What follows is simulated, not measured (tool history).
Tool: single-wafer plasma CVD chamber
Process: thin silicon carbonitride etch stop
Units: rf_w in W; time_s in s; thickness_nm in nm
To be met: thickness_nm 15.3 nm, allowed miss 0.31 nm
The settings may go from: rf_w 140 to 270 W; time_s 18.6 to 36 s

{"run": 1, "hour": 0.0, "rf_w": 205, "time_s": 27.3, "thickness_nm": 17.477}
{"run": 2, "hour": 2.3, "rf_w": 180, "time_s": 27.3, "thickness_nm": 16.942}
{"run": 3, "hour": 6.1, "rf_w": 175, "time_s": 26.7, "thickness_nm": 16.287}
{"run": 4, "hour": 9.7, "rf_w": 170, "time_s": 26.5, "thickness_nm": 16.026}
{"run": 5, "hour": 17.2, "rf_w": 200, "time_s": 26.5, "thickness_nm": 16.785}
{"run": 6, "hour": 19.4, "rf_w": 185, "time_s": 26.5, "thickness_nm": 16.476}
{"run": 7, "hour": 20.3, "rf_w": 155, "time_s": 25.1, "thickness_nm": 14.726}
{"run": 8, "hour": 28.9, "rf_w": 155, "time_s": 25.1, "thickness_nm": 14.678}
{"run": 9, "hour": 35.9, "rf_w": 160, "time_s": 25.2, "thickness_nm": 14.885}

5 next moves are on the table. One of them brings every result within its allowed miss. Which?
{"run": "A", "hour": 42.9, "rf_w": 175, "time_s": 23.4, "thickness_nm": "?"}
{"run": "B", "hour": 42.9, "rf_w": 160, "time_s": 24.5, "thickness_nm": "?"}
{"run": "C", "hour": 42.9, "rf_w": 160, "time_s": 26, "thickness_nm": "?"}
{"run": "D", "hour": 42.9, "rf_w": 155, "time_s": 24.7, "thickness_nm": "?"}
{"run": "E", "hour": 42.9, "rf_w": 140, "time_s": 25.9, "thickness_nm": "?"}

move=A thickness_nm=14.221
move=B thickness_nm=14.458
move=C thickness_nm=15.343
move=D thickness_nm=14.424
move=E thickness_nm=14.621
A: further off than the last run
B: further off than the last run
C: meets every target
D: further off than the last run
E: further off than the last run
Answer: C
